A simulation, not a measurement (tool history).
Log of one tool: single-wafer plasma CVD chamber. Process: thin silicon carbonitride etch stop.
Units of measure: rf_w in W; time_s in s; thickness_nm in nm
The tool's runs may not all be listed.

run,hour,rf_w,time_s,thickness_nm
1,0,210,12.1,7.1107
2,6.6,185,12.1,6.8859
3,14,200,12.1,7.0359
4,15.3,170,12.1,6.8097
5,20.4,170,11.9,6.6846
6,24.7,170,11.7,6.5455
7,31.6,170,11.5,6.459

Run 8 has not been measured yet. What should we expect?
8,33.3,155,10,?

Run 8 gave thickness_nm 5.5119 nm.
